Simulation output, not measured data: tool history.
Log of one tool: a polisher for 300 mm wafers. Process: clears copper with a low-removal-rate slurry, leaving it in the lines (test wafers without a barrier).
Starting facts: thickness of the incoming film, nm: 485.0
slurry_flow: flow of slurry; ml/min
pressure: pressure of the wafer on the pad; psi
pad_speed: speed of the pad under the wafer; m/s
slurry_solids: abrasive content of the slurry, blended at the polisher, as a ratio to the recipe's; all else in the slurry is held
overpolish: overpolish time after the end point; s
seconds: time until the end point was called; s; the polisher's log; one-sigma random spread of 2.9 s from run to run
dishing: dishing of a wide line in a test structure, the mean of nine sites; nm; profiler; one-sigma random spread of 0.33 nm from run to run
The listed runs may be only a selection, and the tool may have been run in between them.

{"run": 1, "hour": 0.0, "slurry_flow": 310, "pressure": 3.8, "pad_speed": 1.0, "slurry_solids": 1.0, "overpolish": 18, "seconds": 129.73, "dishing": 39.905}
{"run": 2, "hour": 2.5, "slurry_flow": 310, "pressure": 3.8, "pad_speed": 1.0, "slurry_solids": 1.15, "overpolish": 18, "seconds": 124.64, "dishing": 37.05}
{"run": 3, "hour": 8.4, "slurry_flow": 310, "pressure": 3.2, "pad_speed": 0.92, "slurry_solids": 1.2, "overpolish": 15, "seconds": 160.33, "dishing": 29.358}
{"run": 4, "hour": 15.2, "slurry_flow": 310, "pressure": 3.9, "pad_speed": 0.92, "slurry_solids": 1.2, "overpolish": 15, "seconds": 131.64, "dishing": 33.872}
{"run": 5, "hour": 20.5, "slurry_flow": 310, "pressure": 3.9, "pad_speed": 0.74, "slurry_solids": 1.2, "overpolish": 15, "seconds": 161.11, "dishing": 28.435}
{"run": 6, "hour": 21.5, "slurry_flow": 315, "pressure": 3.3, "pad_speed": 0.72, "slurry_solids": 1.3, "overpolish": 12, "seconds": 189.65, "dishing": 20.828}
{"run": 7, "hour": 25.9, "slurry_flow": 315, "pressure": 2.9, "pad_speed": 0.72, "slurry_solids": 1.3, "overpolish": 11, "seconds": 214.92, "dishing": 17.741}
{"run": 8, "hour": 33.1, "slurry_flow": 315, "pressure": 1.9, "pad_speed": 0.72, "slurry_solids": 1.3, "overpolish": 9, "seconds": 323.72, "dishing": 10.762}
{"run": 9, "hour": 41.9, "slurry_flow": 315, "pressure": 1.9, "pad_speed": 0.72, "slurry_solids": 1.3, "overpolish": 9, "seconds": 323.93, "dishing": 10.524}
{"run": 10, "hour": 47.9, "slurry_flow": 315, "pressure": 2.0, "pad_speed": 0.72, "slurry_solids": 1.3, "overpolish": 10, "seconds": 312.15, "dishing": 11.642}
{"run": 11, "hour": 49.3, "slurry_flow": 315, "pressure": 2.5, "pad_speed": 0.72, "slurry_solids": 1.3, "overpolish": 11, "seconds": 249.63, "dishing": 16.426}

Estimate the outcome of run 12 from the log above:
{"run": 12, "hour": 56.5, "slurry_flow": 315, "pressure": 2.4, "pad_speed": 0.72, "slurry_solids": 1.3, "overpolish": 11, "seconds": "?", "dishing": "?"}

{"run 12": {"seconds": 262.59, "dishing": 15.362}}
